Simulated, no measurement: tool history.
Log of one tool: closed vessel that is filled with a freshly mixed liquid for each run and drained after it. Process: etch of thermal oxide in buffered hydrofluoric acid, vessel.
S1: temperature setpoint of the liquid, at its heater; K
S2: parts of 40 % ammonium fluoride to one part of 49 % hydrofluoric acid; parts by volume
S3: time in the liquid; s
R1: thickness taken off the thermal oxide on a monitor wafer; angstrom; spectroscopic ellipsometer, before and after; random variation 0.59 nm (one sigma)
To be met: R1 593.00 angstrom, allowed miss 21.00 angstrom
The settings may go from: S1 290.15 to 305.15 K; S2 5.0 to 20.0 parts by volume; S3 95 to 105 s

run	hour	S1	S2	S3	R1
1	0.0	297.15	12.0	95	834.25
2	2.9	297.15	9.0	95	1059.80
3	8.1	296.65	9.5	95	983.72
4	13.4	296.65	9.5	95	1006.80
5	18.4	296.15	10.0	95	936.77
6	23.1	293.65	10.0	95	816.36
7	26.8	293.65	10.0	95	813.93
8	27.6	293.15	10.0	95	798.56
9	30.5	292.65	10.0	95	780.60
10	36.7	291.15	11.0	95	654.48

4 next moves are on the table. One of them brings every result within its allowed miss. Which?
A	42.9	290.15	13.0	100	?
B	42.9	290.15	11.5	95	?
C	42.9	290.15	11.0	100	?
D	42.9	292.65	12.0	95	?

move	R1
A	549.53
B	588.66
C	647.14
D	650.61
A: takes the result that was furthest off past its target
B: meets every target
C: nearer than the last run, and not there yet
D: nearer than the last run, and not there yet
The right move is B.

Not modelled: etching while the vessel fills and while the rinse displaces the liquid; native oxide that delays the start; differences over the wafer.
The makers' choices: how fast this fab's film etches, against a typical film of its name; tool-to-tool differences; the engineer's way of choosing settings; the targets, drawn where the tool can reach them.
